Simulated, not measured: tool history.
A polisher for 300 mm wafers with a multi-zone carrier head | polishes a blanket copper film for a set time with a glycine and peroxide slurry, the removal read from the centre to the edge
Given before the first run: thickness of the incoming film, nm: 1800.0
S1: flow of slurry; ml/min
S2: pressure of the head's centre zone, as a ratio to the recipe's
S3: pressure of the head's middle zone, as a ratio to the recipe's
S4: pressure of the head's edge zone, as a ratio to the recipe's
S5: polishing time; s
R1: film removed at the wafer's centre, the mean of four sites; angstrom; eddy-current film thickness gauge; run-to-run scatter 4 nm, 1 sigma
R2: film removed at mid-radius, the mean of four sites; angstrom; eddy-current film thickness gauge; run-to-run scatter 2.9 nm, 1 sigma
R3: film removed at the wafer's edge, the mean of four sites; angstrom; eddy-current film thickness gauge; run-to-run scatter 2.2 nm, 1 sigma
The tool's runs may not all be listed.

run	day	S1	S2	S3	S4	S5	R1	R2	R3
1	0.000	275	1.00	1.00	1.00	53	2530.1	2534.7	2562.9
2	0.267	290	1.01	1.05	1.03	56	2624.5	2773.5	2764.1
3	0.450	300	1.03	1.09	1.02	59	2862.4	3052.3	2896.5
4	0.742	300	1.03	1.09	1.09	59	2843.0	3012.4	2979.6
5	1.017	310	1.03	1.12	1.08	61	2995.1	3170.5	3047.6
6	1.208	310	1.03	1.12	1.08	52	2529.1	2729.2	2600.4

Run 7 comes next. What will it give?
7	1.571	315	1.03	1.14	1.07	56	?	?	?

{"run 7": {"R1": 2740.0, "R2": 3003.1, "R3": 2789.7}}
